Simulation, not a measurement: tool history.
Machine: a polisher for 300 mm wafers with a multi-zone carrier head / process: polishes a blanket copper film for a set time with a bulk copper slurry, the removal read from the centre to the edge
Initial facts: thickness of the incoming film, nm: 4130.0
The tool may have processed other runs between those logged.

run	hour	flow of slurry (ml/min)	pressure of the head's centre zone	pressure of the head's middle zone	pressure of the head's edge zone	abrasive content of the slurry	polishing time (s)	film removed at the wafer's centre (nm)	film removed at mid-radius (nm)	film removed at the wafer's edge (nm)
1	0	230	1	1	1	1	33	163.48	171.49	172.66
2	2.4	240	1.02	1.01	1.02	1.05	33	168.77	175.59	173.95
3	7.1	245	1.04	1.01	1.03	1.1	33	174.15	175.15	176.88
4	10.5	245	1.04	1.01	1.03	0.9	33	167.11	169.22	165.61
5	18.5	250	1.05	1.02	1.03	0.95	33	169.94	169.43	171.92
6	25	250	1.05	1.02	1.03	1.1	33	174.79	177.61	178.38
7	33.3	255	1.07	1.03	1.03	1.15	33	182.52	186.7	180.37
8	42.2	320	1.17	1	1.13	1.25	33	206.4	186.16	194.77

Run 9, settings as shown, results not yet in. Your forecast:
9	48.9	320	1.17	1.01	1.13	1.25	33	?	?	?

Run 9 came out at film removed at the wafer's centre (nm) 208.84, film removed at mid-radius (nm) 185.76, film removed at the wafer's edge (nm) 195.59.
